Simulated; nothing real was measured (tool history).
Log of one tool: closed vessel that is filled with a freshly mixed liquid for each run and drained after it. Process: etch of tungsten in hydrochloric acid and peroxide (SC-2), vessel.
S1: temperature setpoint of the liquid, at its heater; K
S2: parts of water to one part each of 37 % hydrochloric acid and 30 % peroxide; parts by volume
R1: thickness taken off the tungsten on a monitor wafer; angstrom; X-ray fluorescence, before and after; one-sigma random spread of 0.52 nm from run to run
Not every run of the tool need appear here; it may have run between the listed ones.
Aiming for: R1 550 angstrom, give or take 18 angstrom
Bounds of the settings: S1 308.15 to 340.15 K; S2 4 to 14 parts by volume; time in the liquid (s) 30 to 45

{"run": 1, "hour": 0.0, "S1": 324.15, "S2": 7.5, "time in the liquid (s)": 45, "R1": 167.97}
{"run": 2, "hour": 6.8, "S1": 324.15, "S2": 7.5, "time in the liquid (s)": 45, "R1": 165.66}
{"run": 3, "hour": 15.3, "S1": 326.65, "S2": 7.5, "time in the liquid (s)": 45, "R1": 194.34}
{"run": 4, "hour": 16.5, "S1": 328.65, "S2": 7, "time in the liquid (s)": 45, "R1": 239.55}
{"run": 5, "hour": 25.4, "S1": 330.15, "S2": 7, "time in the liquid (s)": 45, "R1": 259.49}
{"run": 6, "hour": 31.2, "S1": 331.65, "S2": 7, "time in the liquid (s)": 45, "R1": 281.1}
{"run": 7, "hour": 34.9, "S1": 333.15, "S2": 7, "time in the liquid (s)": 45, "R1": 315.69}
{"run": 8, "hour": 40.6, "S1": 334.15, "S2": 7, "time in the liquid (s)": 45, "R1": 334.73}
{"run": 9, "hour": 42.6, "S1": 335.15, "S2": 7, "time in the liquid (s)": 45, "R1": 356}
{"run": 10, "hour": 50.5, "S1": 336.15, "S2": 7, "time in the liquid (s)": 45, "R1": 376.43}

4 next moves are on the table. One of them brings every result within its allowed miss. Which?
{"run": "A", "hour": 58.4, "S1": 332.65, "S2": 4.5, "time in the liquid (s)": 30, "R1": "?"}
{"run": "B", "hour": 58.4, "S1": 340.15, "S2": 6, "time in the liquid (s)": 45, "R1": "?"}
{"run": "C", "hour": 58.4, "S1": 337.65, "S2": 4, "time in the liquid (s)": 45, "R1": "?"}
{"run": "D", "hour": 58.4, "S1": 336.65, "S2": 4, "time in the liquid (s)": 45, "R1": "?"}

move=A R1=279.89
move=B R1=541.17
move=C R1=620.09
move=D R1=583.25
A: its largest miss is bigger than the last run's
B: each result inside its tolerance
C: moves the result that the last run missed by most past its target, out the other side
D: moves the result that the last run missed by most past its target, out the other side
Answer: B
